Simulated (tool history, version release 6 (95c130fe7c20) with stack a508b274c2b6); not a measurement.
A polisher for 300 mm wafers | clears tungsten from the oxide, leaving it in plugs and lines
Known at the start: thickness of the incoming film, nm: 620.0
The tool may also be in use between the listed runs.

run,hour,flow of slurry (ml/min),pressure of the wafer on the pad (kPa),speed of the pad under the wafer (m/s),abrasive content of the slurry,overpolish time after the end point (s),time until the end point was called (s)
1,0,205,20.7,1.22,1,26,147.33
2,2.4,205,20.7,1.06,1,26,167.71
3,3.8,205,20.7,1.26,1,26,144.94
4,10.5,210,22.1,1.26,1,26,134.69
5,14.7,210,20.7,1.26,1,26,143.89
6,17.1,210,24.1,1.26,1,26,121.03
7,21.6,210,24.8,1.26,1,26,119.71
8,29.2,210,25.5,1.26,1,26,116.81
9,30.5,215,26.2,1.26,1,26,113.17

The next listed run, before its measurement:
10,39.3,215,26.9,1.26,1,26,?

{"run 10": {"time until the end point was called (s)": 110.98}}
